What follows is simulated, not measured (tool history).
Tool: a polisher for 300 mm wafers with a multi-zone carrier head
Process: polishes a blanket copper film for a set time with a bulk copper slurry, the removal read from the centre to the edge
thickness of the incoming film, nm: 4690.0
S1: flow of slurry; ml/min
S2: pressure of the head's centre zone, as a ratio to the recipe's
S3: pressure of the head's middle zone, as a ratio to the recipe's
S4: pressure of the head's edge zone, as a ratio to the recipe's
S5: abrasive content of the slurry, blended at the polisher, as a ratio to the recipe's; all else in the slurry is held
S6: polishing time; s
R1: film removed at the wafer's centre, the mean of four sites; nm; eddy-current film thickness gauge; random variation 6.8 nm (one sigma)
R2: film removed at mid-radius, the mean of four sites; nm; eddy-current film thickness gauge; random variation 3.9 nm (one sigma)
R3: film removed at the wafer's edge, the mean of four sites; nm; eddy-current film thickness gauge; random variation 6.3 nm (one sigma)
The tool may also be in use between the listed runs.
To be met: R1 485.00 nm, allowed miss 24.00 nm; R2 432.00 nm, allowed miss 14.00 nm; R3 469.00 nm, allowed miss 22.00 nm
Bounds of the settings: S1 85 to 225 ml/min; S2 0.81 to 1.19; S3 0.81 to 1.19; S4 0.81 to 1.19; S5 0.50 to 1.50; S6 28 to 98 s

run,hour,S1,S2,S3,S4,S5,S6,R1,R2,R3
1,0.0,145,1.00,1.00,1.00,1.00,63,812.20,792.91,804.14
2,7.5,140,1.00,0.97,0.97,0.85,57,690.25,684.75,698.78
3,14.8,135,1.02,0.94,0.95,0.75,52,618.28,579.07,597.78
4,22.1,125,1.02,0.91,0.93,0.70,51,593.41,549.04,568.89
5,23.2,125,1.02,0.91,0.93,0.60,51,562.46,519.75,553.02
6,27.1,125,0.94,0.91,0.93,0.60,51,542.42,521.31,552.49
7,33.1,120,0.94,0.89,0.91,0.55,50,512.75,484.78,522.54
8,40.8,115,0.94,0.87,0.89,0.55,50,499.17,468.67,511.72
9,49.2,115,0.94,0.87,0.89,0.55,50,494.56,473.34,520.64
10,50.8,115,0.97,0.87,0.88,0.55,49,504.25,463.95,503.81
11,53.0,110,0.98,0.86,0.86,0.55,49,496.73,454.11,496.89
12,59.1,110,0.99,0.86,0.85,0.55,49,506.93,453.51,495.57
13,66.5,105,0.99,0.86,0.84,0.55,49,511.00,446.24,493.71
14,69.0,105,0.98,0.86,0.83,0.55,49,498.35,452.47,489.63
15,73.1,105,0.98,0.86,0.82,0.55,49,489.58,449.31,474.28

Which of these 5 next moves meets every target?
A,77.2,110,0.94,0.92,0.84,0.70,45,?,?,?
B,77.2,100,1.01,0.93,0.81,0.55,49,?,?,?
C,77.2,115,1.01,0.93,0.81,0.55,46,?,?,?
D,77.2,110,0.99,0.97,0.81,0.60,46,?,?,?
E,77.2,120,1.01,0.88,0.90,0.55,45,?,?,?

move,R1,R2,R3
A,462.22,464.87,476.22
B,498.30,471.82,475.49
C,486.73,458.59,457.19
D,480.84,479.47,462.65
E,481.31,432.66,471.20
A: further off than the last run
B: further off than the last run
C: further off than the last run
D: further off than the last run
E: meets every target
The right move is E.
